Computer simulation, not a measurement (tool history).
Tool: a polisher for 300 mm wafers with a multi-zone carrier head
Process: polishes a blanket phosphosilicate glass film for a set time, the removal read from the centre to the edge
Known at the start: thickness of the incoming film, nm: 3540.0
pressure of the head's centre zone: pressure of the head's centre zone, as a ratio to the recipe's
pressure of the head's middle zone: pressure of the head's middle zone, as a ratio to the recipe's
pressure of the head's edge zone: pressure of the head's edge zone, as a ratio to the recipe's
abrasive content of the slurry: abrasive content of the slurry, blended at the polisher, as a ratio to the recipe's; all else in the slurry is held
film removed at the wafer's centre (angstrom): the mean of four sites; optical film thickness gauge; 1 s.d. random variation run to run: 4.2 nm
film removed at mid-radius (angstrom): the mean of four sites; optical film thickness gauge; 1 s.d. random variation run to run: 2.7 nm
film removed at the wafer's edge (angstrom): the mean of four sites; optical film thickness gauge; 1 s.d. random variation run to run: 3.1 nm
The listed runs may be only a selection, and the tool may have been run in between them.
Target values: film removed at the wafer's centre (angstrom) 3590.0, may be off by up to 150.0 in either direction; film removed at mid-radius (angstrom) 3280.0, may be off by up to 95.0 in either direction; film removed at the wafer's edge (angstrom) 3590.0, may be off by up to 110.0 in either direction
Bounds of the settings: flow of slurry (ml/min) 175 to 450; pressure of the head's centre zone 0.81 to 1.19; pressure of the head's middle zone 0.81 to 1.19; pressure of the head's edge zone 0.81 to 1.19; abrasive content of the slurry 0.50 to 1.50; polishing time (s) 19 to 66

run    day  flow of slurry (ml/min)  pressure of the head's centre zone  pressure of the head's middle zone  pressure of the head's edge zone  abrasive content of the slurry  polishing time (s)  film removed at the wafer's centre (angstrom)  film removed at mid-radius (angstrom)  film removed at the wafer's edge (angstrom)
  1  0.000                      290                                1.00                                1.00                              1.00                            1.00                  42                                         4197.1                                 4241.2                                       4232.6
  2  0.175                      290                                1.00                                1.00                              1.00                            1.00                  49                                         4963.8                                 4921.6                                       4979.9
  3  0.342                      285                                0.98                                0.95                              0.96                            0.85                  49                                         4319.9                                 4478.9                                       4567.7
  4  0.404                      285                                0.91                                0.95                              0.96                            0.85                  49                                         4082.6                                 4468.7                                       4439.7
  5  0.662                      285                                0.91                                1.01                              0.96                            0.85                  49                                         4203.9                                 4615.1                                       4512.6
  6  0.829                      285                                0.98                                1.01                              0.96                            0.85                  49                                         4452.9                                 4582.3                                       4499.3
  7  1.142                      275                                1.03                                0.95                              0.95                            0.75                  48                                         4170.3                                 4043.3                                       4084.9
  8  1.471                      260                                1.04                                0.90                              0.95                            0.70                  48                                         4069.0                                 3735.1                                       3902.8
  9  1.708                      245                                1.02                                0.87                              0.95                            0.65                  48                                         3800.4                                 3533.3                                       3684.5
 10  1.817                      235                                1.01                                0.85                              0.97                            0.65                  48                                         3728.1                                 3446.7                                       3778.0
 11  2.125                      225                                1.01                                0.84                              0.96                            0.65                  48                                         3725.8                                 3444.3                                       3724.0
 12  2.379                      220                                1.01                                0.83                              0.96                            0.65                  48                                         3632.0                                 3398.4                                       3713.9

Which single option among these 4 for the next run brings every result within its allowed miss of target? Just one does.
  A  2.633                      415                                1.12                                0.81                              0.95                            0.55                  49                                              ?                                      ?                                            ?
  B  2.633                      220                                1.00                                0.85                              0.94                            0.70                  47                                              ?                                      ?                                            ?
  C  2.633                      200                                1.02                                0.83                              0.96                            0.60                  49                                              ?                                      ?                                            ?
  D  2.633                      280                                1.07                                0.87                              0.92                            0.65                  46                                              ?                                      ?                                            ?

move  film removed at the wafer's centre (angstrom)  film removed at mid-radius (angstrom)  film removed at the wafer's edge (angstrom)
   A                                         4022.9                                 3305.9                                       3566.7
   B                                         3692.7                                 3514.9                                       3737.4
   C                                         3523.4                                 3252.5                                       3552.2
   D                                         3841.3                                 3444.1                                       3553.2
A: brings the result that was furthest off to its target, and leaves another outside
B: moves away from the targets compared with the last run
C: each result inside its tolerance
D: moves away from the targets compared with the last run
The move that meets every target is C.
